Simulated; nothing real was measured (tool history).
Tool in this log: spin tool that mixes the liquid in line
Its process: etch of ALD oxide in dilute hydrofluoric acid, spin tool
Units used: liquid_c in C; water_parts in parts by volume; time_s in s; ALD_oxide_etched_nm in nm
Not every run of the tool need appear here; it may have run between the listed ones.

| run | hour | liquid_c | water_parts | time_s | ALD_oxide_etched_nm |
|---|---|---|---|---|---|
| 1 | 0.0 | 22.0 | 190 | 85 | 5.9805 |
| 2 | 5.2 | 20.0 | 190 | 85 | 5.5782 |
| 3 | 7.3 | 21.0 | 190 | 85 | 5.7429 |
| 4 | 13.5 | 21.0 | 190 | 85 | 5.8338 |
| 5 | 21.9 | 22.0 | 190 | 85 | 6.0222 |
| 6 | 27.3 | 23.0 | 190 | 85 | 6.3099 |
| 7 | 33.2 | 24.0 | 190 | 85 | 6.5321 |
| 8 | 38.2 | 24.5 | 190 | 85 | 6.5360 |
| 9 | 42.5 | 24.5 | 190 | 85 | 6.6280 |

Run 10 has not been measured yet. What should we expect?
| 10 | 51.6 | 28.5 | 180 | 85 | ? |

ALD_oxide_etched_nm: 8.1386 nm
